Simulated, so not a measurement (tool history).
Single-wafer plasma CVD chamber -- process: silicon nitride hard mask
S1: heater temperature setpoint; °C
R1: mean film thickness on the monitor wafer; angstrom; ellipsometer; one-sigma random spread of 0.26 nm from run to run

{"run": 1, "hour": 0.0, "S1": 425, "chamber pressure (Pa)": 253, "RF power (W)": 325, "deposition time (s)": 57.1, "R1": 775.38}
{"run": 2, "hour": 3.2, "S1": 425, "chamber pressure (Pa)": 253, "RF power (W)": 300, "deposition time (s)": 57.1, "R1": 735.13}
{"run": 3, "hour": 6.1, "S1": 425, "chamber pressure (Pa)": 253, "RF power (W)": 285, "deposition time (s)": 57.1, "R1": 711.99}
{"run": 4, "hour": 11.4, "S1": 425, "chamber pressure (Pa)": 244, "RF power (W)": 280, "deposition time (s)": 57.1, "R1": 703.98}
{"run": 5, "hour": 19.4, "S1": 425, "chamber pressure (Pa)": 236, "RF power (W)": 275, "deposition time (s)": 57.1, "R1": 689.68}
{"run": 6, "hour": 21.5, "S1": 425, "chamber pressure (Pa)": 236, "RF power (W)": 275, "deposition time (s)": 58.9, "R1": 709.59}
{"run": 7, "hour": 24.1, "S1": 425, "chamber pressure (Pa)": 228, "RF power (W)": 270, "deposition time (s)": 58.9, "R1": 692.64}
{"run": 8, "hour": 31.8, "S1": 425, "chamber pressure (Pa)": 220, "RF power (W)": 270, "deposition time (s)": 58.9, "R1": 681.57}
{"run": 9, "hour": 38.8, "S1": 425, "chamber pressure (Pa)": 213, "RF power (W)": 270, "deposition time (s)": 58.9, "R1": 674.4}
{"run": 10, "hour": 43.4, "S1": 425, "chamber pressure (Pa)": 207, "RF power (W)": 270, "deposition time (s)": 58.9, "R1": 675.3}
{"run": 11, "hour": 43.9, "S1": 425, "chamber pressure (Pa)": 157, "RF power (W)": 230, "deposition time (s)": 58.7, "R1": 543.78}
{"run": 12, "hour": 47.6, "S1": 425, "chamber pressure (Pa)": 157, "RF power (W)": 230, "deposition time (s)": 58.7, "R1": 539.6}
{"run": 13, "hour": 53.9, "S1": 425, "chamber pressure (Pa)": 164, "RF power (W)": 230, "deposition time (s)": 58.7, "R1": 551.87}
{"run": 14, "hour": 62.0, "S1": 425, "chamber pressure (Pa)": 169, "RF power (W)": 230, "deposition time (s)": 58.7, "R1": 560.11}

Expected results for the next run?
{"run": 15, "hour": 65.5, "S1": 425, "chamber pressure (Pa)": 173, "RF power (W)": 230, "deposition time (s)": 58.7, "R1": "?"}

{"run 15": {"R1": 563.32}}

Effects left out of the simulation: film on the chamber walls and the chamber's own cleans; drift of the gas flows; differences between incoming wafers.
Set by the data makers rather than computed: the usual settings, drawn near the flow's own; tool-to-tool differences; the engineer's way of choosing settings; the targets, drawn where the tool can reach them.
